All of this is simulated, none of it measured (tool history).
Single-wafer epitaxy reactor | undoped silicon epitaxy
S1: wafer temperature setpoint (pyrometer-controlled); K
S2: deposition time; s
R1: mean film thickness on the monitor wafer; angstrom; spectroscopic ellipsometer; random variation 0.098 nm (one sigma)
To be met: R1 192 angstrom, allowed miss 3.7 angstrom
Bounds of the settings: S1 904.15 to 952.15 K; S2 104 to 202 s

{"run": 1, "hour": 0.0, "S1": 928.15, "S2": 153, "R1": 282.15}
{"run": 2, "hour": 3.3, "S1": 922.15, "S2": 153, "R1": 240.25}
{"run": 3, "hour": 5.0, "S1": 922.15, "S2": 162, "R1": 254.94}
{"run": 4, "hour": 11.8, "S1": 922.15, "S2": 180, "R1": 284.66}
{"run": 5, "hour": 13.4, "S1": 920.15, "S2": 180, "R1": 270.72}
{"run": 6, "hour": 15.1, "S1": 920.15, "S2": 197, "R1": 294.01}
{"run": 7, "hour": 16.7, "S1": 918.15, "S2": 195, "R1": 279.5}
{"run": 8, "hour": 25.3, "S1": 906.15, "S2": 179, "R1": 186.76}
{"hour": 27.4, "done": "pyrometer calibrated"}
{"run": 9, "hour": 27.4, "S1": 907.15, "S2": 179, "R1": 218.84}
{"run": 10, "hour": 33.6, "S1": 907.15, "S2": 176, "R1": 217.34}
{"run": 11, "hour": 38.4, "S1": 907.15, "S2": 176, "R1": 216.56}
{"run": 12, "hour": 44.5, "S1": 907.15, "S2": 173, "R1": 211.07}
{"run": 13, "hour": 46.3, "S1": 907.15, "S2": 171, "R1": 209.34}

5 next moves are on the table. One of them brings every result within its allowed miss. Which?
{"run": "A", "hour": 48.1, "S1": 904.15, "S2": 164, "R1": "?"}
{"run": "B", "hour": 48.1, "S1": 904.15, "S2": 170, "R1": "?"}
{"run": "C", "hour": 48.1, "S1": 912.15, "S2": 171, "R1": "?"}
{"run": "D", "hour": 48.1, "S1": 913.15, "S2": 168, "R1": "?"}
{"run": "E", "hour": 48.1, "S1": 910.15, "S2": 178, "R1": "?"}

move=A R1=187.72
move=B R1=194.58
move=C R1=240.65
move=D R1=242.54
move=E R1=237.98
A: takes the result that was furthest off past its target
B: meets every target
C: further off than the last run
D: further off than the last run
E: further off than the last run
The right move is B.
